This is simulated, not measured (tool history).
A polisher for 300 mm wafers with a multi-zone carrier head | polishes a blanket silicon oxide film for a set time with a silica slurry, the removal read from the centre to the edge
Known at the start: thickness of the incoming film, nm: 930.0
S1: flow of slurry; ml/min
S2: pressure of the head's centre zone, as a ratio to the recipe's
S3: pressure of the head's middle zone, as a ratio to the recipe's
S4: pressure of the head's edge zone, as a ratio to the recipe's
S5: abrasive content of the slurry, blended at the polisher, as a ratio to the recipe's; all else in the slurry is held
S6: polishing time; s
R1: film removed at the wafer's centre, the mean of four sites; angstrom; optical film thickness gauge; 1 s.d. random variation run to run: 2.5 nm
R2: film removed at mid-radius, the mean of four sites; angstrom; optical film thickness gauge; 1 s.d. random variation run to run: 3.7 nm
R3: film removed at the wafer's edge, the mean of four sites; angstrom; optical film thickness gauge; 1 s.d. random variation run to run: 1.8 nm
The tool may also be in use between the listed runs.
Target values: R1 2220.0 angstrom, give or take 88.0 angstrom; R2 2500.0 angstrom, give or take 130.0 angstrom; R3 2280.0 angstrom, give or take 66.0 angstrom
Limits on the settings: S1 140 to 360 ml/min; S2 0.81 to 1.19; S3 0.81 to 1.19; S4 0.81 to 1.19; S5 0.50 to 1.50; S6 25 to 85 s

run 1 hour=0.0 | S1=230 S2=1.00 S3=1.00 S4=1.00 S5=1.00 S6=55 | R1=1825.6 R2=1795.4 R3=1785.6
run 2 hour=8.2 | S1=230 S2=1.08 S3=1.00 S4=1.00 S5=1.00 S6=55 | R1=1959.8 R2=1814.7 R3=1735.7
run 3 hour=16.5 | S1=230 S2=1.08 S3=1.00 S4=1.00 S5=1.15 S6=55 | R1=2032.3 R2=1898.0 R3=1854.5
run 4 hour=22.7 | S1=240 S2=1.07 S3=1.04 S4=1.03 S5=1.20 S6=55 | R1=2094.6 R2=1983.2 R3=1929.6
run 5 hour=30.8 | S1=245 S2=1.04 S3=1.08 S4=1.03 S5=1.30 S6=55 | R1=2103.2 R2=2165.0 R3=2020.5
run 6 hour=33.9 | S1=245 S2=1.04 S3=1.08 S4=1.03 S5=1.30 S6=65 | R1=2529.4 R2=2561.5 R3=2318.1
run 7 hour=36.2 | S1=235 S2=1.01 S3=1.08 S4=1.03 S5=1.30 S6=65 | R1=2417.6 R2=2563.9 R3=2336.7
run 8 hour=43.4 | S1=235 S2=1.01 S3=1.08 S4=1.03 S5=1.30 S6=65 | R1=2405.4 R2=2482.1 R3=2362.4
run 9 hour=48.7 | S1=230 S2=1.00 S3=1.09 S4=1.02 S5=1.30 S6=65 | R1=2356.1 R2=2539.1 R3=2331.2
run 10 hour=57.1 | S1=225 S2=0.99 S3=1.09 S4=1.01 S5=1.30 S6=65 | R1=2335.5 R2=2542.7 R3=2279.1

Exercise: of the 4 proposed moves below, exactly one satisfies all targets within the stated allowed misses. Which move is it?
run A hour=65.5 | S1=320 S2=0.96 S3=1.13 S4=1.05 S5=1.15 S6=64 | R1=? R2=? R3=?
run B hour=65.5 | S1=145 S2=0.96 S3=1.19 S4=0.98 S5=1.40 S6=68 | R1=? R2=? R3=?
run C hour=65.5 | S1=275 S2=0.96 S3=1.00 S4=1.04 S5=1.20 S6=60 | R1=? R2=? R3=?
run D hour=65.5 | S1=210 S2=0.97 S3=0.98 S4=1.04 S5=1.50 S6=60 | R1=? R2=? R3=?

move=A R1=2227.6 R2=2546.8 R3=2281.4
move=B R1=2217.8 R2=2690.4 R3=2307.8
move=C R1=2084.5 R2=2153.1 R3=2142.9
move=D R1=2194.4 R2=2214.3 R3=2262.2
A: every result within its allowed miss
B: the worst result of the last run now meets its target, but another is out of spec
C: pushes the last run's worst result past its target
D: the worst result of the last run now meets its target, but another is out of spec
Go with A: it meets all targets.
